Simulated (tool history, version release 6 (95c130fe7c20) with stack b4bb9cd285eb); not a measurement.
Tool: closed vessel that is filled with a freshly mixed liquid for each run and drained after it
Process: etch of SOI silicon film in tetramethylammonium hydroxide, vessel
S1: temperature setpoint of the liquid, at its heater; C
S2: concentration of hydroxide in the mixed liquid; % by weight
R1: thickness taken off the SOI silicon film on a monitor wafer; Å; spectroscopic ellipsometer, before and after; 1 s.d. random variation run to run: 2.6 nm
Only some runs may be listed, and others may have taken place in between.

Run 1, day 0.000: S1 67.0 C, S2 17 % by weight, time in the liquid (s) 105. Result: R1 5243.3 Å.
Run 2, day 0.258: S1 64.5 C, S2 17 % by weight, time in the liquid (s) 105. Result: R1 4542.7 Å.
Run 3, day 0.504: S1 62.5 C, S2 17 % by weight, time in the liquid (s) 105. Result: R1 4022.1 Å.
Run 4, day 0.612: S1 68.0 C, S2 17 % by weight, time in the liquid (s) 105. Result: R1 5586.4 Å.
Run 5, day 0.758: S1 65.0 C, S2 17 % by weight, time in the liquid (s) 105. Result: R1 4658.4 Å.
Run 6, day 1.125: S1 61.0 C, S2 17 % by weight, time in the liquid (s) 105. Result: R1 3655.4 Å.
Run 7, day 1.238: S1 60.0 C, S2 17 % by weight, time in the liquid (s) 105. Result: R1 3431.8 Å.

What will run 8 give?
Run 8, day 1.388: S1 59.5 C, S2 17 % by weight, time in the liquid (s) 105. Result: R1 ?.

{"run 8": {"R1": 3354.4}}
